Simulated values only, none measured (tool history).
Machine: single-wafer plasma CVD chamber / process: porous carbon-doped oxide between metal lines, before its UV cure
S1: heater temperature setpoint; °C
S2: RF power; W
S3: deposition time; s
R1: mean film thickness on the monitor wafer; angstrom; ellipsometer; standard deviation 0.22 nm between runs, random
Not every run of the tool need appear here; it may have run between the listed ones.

run  hour   S1   S2    S3      R1
  1   0.0  300  510  14.0  715.47
  2   4.3  300  550  14.0  752.19
  3   8.8  304  535  13.9  717.91
  4  12.8  307  525  13.9  693.83
  5  18.6  307  585  13.9  743.67
  6  22.6  310  570  13.8  716.36

Run 7 is up next; what results do you expect?
  7  30.3  312  555  13.7   ?

R1: 690.39 angstrom

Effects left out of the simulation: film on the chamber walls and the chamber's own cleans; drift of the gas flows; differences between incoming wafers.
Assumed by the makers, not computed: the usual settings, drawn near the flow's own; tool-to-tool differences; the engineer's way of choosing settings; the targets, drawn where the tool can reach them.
